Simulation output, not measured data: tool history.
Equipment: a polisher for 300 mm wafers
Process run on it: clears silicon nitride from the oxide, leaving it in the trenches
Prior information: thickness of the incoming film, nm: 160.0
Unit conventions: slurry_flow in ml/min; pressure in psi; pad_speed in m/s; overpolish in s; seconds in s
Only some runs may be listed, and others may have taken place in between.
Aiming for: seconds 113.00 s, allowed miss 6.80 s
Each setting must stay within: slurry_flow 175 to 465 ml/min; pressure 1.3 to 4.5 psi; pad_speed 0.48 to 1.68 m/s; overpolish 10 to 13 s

run 1 hour=0.0 | slurry_flow=295 pressure=2.9 pad_speed=1.08 overpolish=13 | seconds=170.10
run 2 hour=4.3 | slurry_flow=295 pressure=3.1 pad_speed=1.08 overpolish=13 | seconds=152.15
run 3 hour=10.2 | slurry_flow=295 pressure=3.5 pad_speed=1.08 overpolish=13 | seconds=143.64
run 4 hour=13.2 | slurry_flow=295 pressure=3.6 pad_speed=1.10 overpolish=13 | seconds=133.50
run 5 hour=18.2 | slurry_flow=295 pressure=3.6 pad_speed=0.98 overpolish=13 | seconds=150.54
run 6 hour=25.1 | slurry_flow=295 pressure=3.7 pad_speed=1.00 overpolish=13 | seconds=141.57
run 7 hour=30.3 | slurry_flow=295 pressure=3.8 pad_speed=1.00 overpolish=13 | seconds=141.77
run 8 hour=37.7 | slurry_flow=295 pressure=3.9 pad_speed=1.02 overpolish=13 | seconds=132.61
run 9 hour=45.5 | slurry_flow=295 pressure=4.0 pad_speed=1.02 overpolish=13 | seconds=132.91

Below are 4 possible settings for the next run. Only one of them brings all results inside the allowed miss of their targets. Which is it?
run A hour=53.3 | slurry_flow=280 pressure=3.8 pad_speed=0.98 overpolish=13 | seconds=?
run B hour=53.3 | slurry_flow=260 pressure=3.4 pad_speed=1.24 overpolish=13 | seconds=?
run C hour=53.3 | slurry_flow=315 pressure=3.5 pad_speed=0.94 overpolish=10 | seconds=?
run D hour=53.3 | slurry_flow=315 pressure=4.2 pad_speed=1.12 overpolish=10 | seconds=?

move=A seconds=140.66
move=B seconds=125.80
move=C seconds=156.83
move=D seconds=110.76
A: its largest miss is bigger than the last run's
B: an improvement on the last run, though not all results are within tolerance
C: its largest miss is bigger than the last run's
D: each result inside its tolerance
So the answer is move D, the one that meets all the targets.
